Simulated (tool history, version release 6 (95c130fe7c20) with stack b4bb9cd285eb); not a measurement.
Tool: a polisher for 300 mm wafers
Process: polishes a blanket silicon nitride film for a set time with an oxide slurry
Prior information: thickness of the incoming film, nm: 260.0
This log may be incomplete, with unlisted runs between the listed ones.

| run | hour | flow of slurry (ml/min) | pressure of the wafer on the pad (kPa) | speed of the pad under the wafer (cm/s) | abrasive content of the slurry | polishing time (s) | film removed (Å) |
|---|---|---|---|---|---|---|---|
| 1 | 0 | 275 | 29 | 84 | 1 | 48 | 261.95 |
| 2 | 6.4 | 275 | 29 | 84 | 1 | 43 | 236.27 |
| 3 | 14 | 275 | 31 | 86 | 1 | 43 | 252.69 |
| 4 | 20.1 | 275 | 36.5 | 86 | 1 | 43 | 297.43 |
| 5 | 22.6 | 275 | 37.9 | 90 | 1 | 43 | 321.2 |
| 6 | 25.5 | 275 | 38.6 | 92 | 1 | 43 | 336.07 |
| 7 | 29.3 | 275 | 39.3 | 94 | 1 | 43 | 339.21 |
| 8 | 32 | 275 | 40 | 98 | 1 | 43 | 364.41 |
| 9 | 33.8 | 275 | 40.7 | 100 | 1 | 43 | 360.44 |
| 10 | 35.5 | 275 | 40.7 | 100 | 1 | 43 | 366.19 |

What will run 11 give?
| 11 | 43.1 | 275 | 41.4 | 102 | 1 | 43 | ? |

Run 11 came out at film removed (Å) 390.87.

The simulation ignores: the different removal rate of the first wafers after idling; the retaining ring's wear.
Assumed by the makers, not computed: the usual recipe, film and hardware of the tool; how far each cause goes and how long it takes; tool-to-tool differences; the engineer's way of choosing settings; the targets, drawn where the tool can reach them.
